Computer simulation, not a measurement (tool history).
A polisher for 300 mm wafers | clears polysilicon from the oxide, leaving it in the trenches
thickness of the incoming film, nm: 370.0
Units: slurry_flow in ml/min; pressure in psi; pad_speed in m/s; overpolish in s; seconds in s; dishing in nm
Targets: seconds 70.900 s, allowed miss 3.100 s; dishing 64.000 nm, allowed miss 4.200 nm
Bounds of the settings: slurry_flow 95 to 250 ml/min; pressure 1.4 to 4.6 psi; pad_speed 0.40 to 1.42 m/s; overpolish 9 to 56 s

run,hour,slurry_flow,pressure,pad_speed,overpolish,seconds,dishing
1,0.0,160,3.0,0.90,29,29.148,68.059
2,6.7,160,2.7,0.90,29,32.281,65.369
3,7.5,155,2.5,0.82,33,37.246,64.645
4,11.6,135,2.5,0.82,33,37.559,66.992
5,14.2,135,2.5,0.82,43,37.593,68.075
6,22.7,130,2.3,0.78,43,43.009,67.696
7,29.7,130,2.1,0.74,43,48.621,67.986
8,36.5,135,2.0,0.72,41,52.374,65.978
9,43.9,135,1.9,0.70,41,55.640,68.499
10,47.0,95,1.6,0.58,27,82.979,55.349
11,49.3,105,1.6,0.58,29,80.417,57.933
12,51.0,110,1.6,0.58,30,77.906,58.047
13,58.5,115,1.6,0.58,32,78.201,61.904
14,64.5,130,1.9,0.58,35,63.326,64.197
15,67.2,130,1.9,0.58,35,65.250,64.913
16,75.9,125,1.6,0.58,30,75.894,59.232
17,82.2,130,1.6,0.58,31,76.069,59.556
18,84.6,135,1.6,0.58,32,74.272,60.765
19,92.7,135,1.6,0.58,33,75.268,61.416
20,97.6,135,1.6,0.58,34,76.478,61.921

5 next moves are on the table. One of them brings every result within its allowed miss. Which?
A,102.5,130,1.7,0.50,33,?,?
B,102.5,100,1.8,0.52,24,?,?
C,102.5,135,1.5,0.60,24,?,?
D,102.5,135,1.7,0.48,38,?,?
E,102.5,115,2.1,0.46,40,?,?

move,seconds,dishing
A,79.731,60.380
B,78.904,54.795
C,78.861,54.806
D,81.155,62.105
E,70.793,64.132
A: further off than the last run
B: further off than the last run
C: further off than the last run
D: further off than the last run
E: meets every target
Answer: E
